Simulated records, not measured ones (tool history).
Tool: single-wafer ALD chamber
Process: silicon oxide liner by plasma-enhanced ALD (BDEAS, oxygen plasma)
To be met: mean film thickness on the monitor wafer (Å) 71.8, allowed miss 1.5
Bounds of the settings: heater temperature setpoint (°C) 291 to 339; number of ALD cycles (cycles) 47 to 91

| run | day | heater temperature setpoint (°C) | number of ALD cycles (cycles) | mean film thickness on the monitor wafer (Å) |
|---|---|---|---|---|
| 1 | 0 | 315 | 69 | 59.517 |
| 2 | 0.288 | 321 | 69 | 59.21 |
| 3 | 0.5 | 321 | 61 | 52.242 |
| 4 | 0.525 | 320 | 67 | 57.462 |
| 5 | 0.571 | 320 | 72 | 61.866 |
| 6 | 0.867 | 331 | 72 | 60.822 |
| 7 | 1.008 | 330 | 75 | 63.358 |
| 8 | 1.196 | 329 | 77 | 64.964 |
| 9 | 1.342 | 328 | 79 | 66.963 |
| 10 | 1.5 | 328 | 80 | 67.761 |
| 11 | 1.688 | 328 | 81 | 68.671 |
| 12 | 1.996 | 328 | 81 | 68.689 |
| 13 | 2.342 | 328 | 82 | 69.561 |

4 next moves are on the table. One of them brings every result within its allowed miss. Which?
| A | 2.688 | 326 | 79 | ? |
| B | 2.688 | 330 | 85 | ? |
| C | 2.688 | 325 | 87 | ? |
| D | 2.688 | 319 | 75 | ? |

| move | mean film thickness on the monitor wafer (Å) |
|---|---|
| A | 67.213 |
| B | 71.839 |
| C | 74.142 |
| D | 64.55 |
A: further off than the last run
B: meets every target
C: takes the result that was furthest off past its target
D: further off than the last run
Move B is the one to make.

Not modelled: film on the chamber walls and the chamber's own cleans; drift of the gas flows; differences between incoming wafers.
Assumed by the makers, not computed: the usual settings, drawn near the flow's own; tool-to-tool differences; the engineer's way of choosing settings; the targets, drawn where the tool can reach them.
